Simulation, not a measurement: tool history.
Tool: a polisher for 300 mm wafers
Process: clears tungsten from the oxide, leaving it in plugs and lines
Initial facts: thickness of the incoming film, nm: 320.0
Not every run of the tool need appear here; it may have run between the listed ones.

run,hour,flow of slurry (ml/min),pressure of the wafer on the pad (kPa),speed of the pad under the wafer (cm/s),abrasive content of the slurry,overpolish time after the end point (s),time until the end point was called (s)
1,0,170,31,94,1,14,74.044
2,1.8,170,31,94,1.1,14,72.314
3,3.3,155,31,94,1.1,14,71.775
4,8.5,155,31,94,1.1,12,73.302
5,9.7,155,31,94,1,12,74.873
6,12.7,155,31,94,1,14,74.841
7,20.4,155,33.1,94,1,14,72.375
8,23.6,155,35.9,96,1,14,68.264
9,26.4,155,37.9,98,1,14,62.729
10,29.2,155,39.3,98,1,14,61.376

Expected results for the next run?
11,30.9,155,40,98,1,14,?

time until the end point was called (s): 60.532
